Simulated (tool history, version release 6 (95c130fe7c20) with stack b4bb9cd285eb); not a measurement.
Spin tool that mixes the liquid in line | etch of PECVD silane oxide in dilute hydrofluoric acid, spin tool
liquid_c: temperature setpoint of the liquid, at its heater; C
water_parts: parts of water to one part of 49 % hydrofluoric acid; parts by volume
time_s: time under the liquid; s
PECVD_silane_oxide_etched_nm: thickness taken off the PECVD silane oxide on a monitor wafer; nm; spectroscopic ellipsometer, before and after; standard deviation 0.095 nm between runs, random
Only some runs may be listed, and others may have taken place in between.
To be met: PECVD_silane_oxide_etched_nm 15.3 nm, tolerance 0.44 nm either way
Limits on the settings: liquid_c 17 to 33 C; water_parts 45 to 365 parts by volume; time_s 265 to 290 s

| run | hour | liquid_c | water_parts | time_s | PECVD_silane_oxide_etched_nm |
|---|---|---|---|---|---|
| 1 | 0 | 25 | 205 | 265 | 17.829 |
| 2 | 6.2 | 25 | 245 | 265 | 14.362 |
| 3 | 12.2 | 25 | 210 | 265 | 17.299 |
| 4 | 14.9 | 24.5 | 210 | 265 | 16.844 |
| 5 | 19.4 | 24 | 210 | 265 | 16.658 |
|  | 21.1 | thermometer replaced |
| 6 | 21.1 | 23.5 | 210 | 265 | 17.224 |
| 7 | 24.3 | 23.5 | 210 | 265 | 17.348 |
| 8 | 25.6 | 20 | 215 | 265 | 14.635 |

Consider the 5 candidate settings below. Which is the only one whose results all fall within their allowed miss of target?
| A | 26.9 | 23 | 235 | 275 | ? |
| B | 26.9 | 21.5 | 230 | 265 | ? |
| C | 26.9 | 20.5 | 225 | 265 | ? |
| D | 26.9 | 17.5 | 245 | 290 | ? |
| E | 26.9 | 19 | 230 | 290 | ? |

| move | PECVD_silane_oxide_etched_nm |
|---|---|
| A | 15.394 |
| B | 14.411 |
| C | 14.258 |
| D | 12.54 |
| E | 14.347 |
A: meets every target
B: misses by more than the last run did
C: misses by more than the last run did
D: misses by more than the last run did
E: misses by more than the last run did
Go with A: it meets all targets.

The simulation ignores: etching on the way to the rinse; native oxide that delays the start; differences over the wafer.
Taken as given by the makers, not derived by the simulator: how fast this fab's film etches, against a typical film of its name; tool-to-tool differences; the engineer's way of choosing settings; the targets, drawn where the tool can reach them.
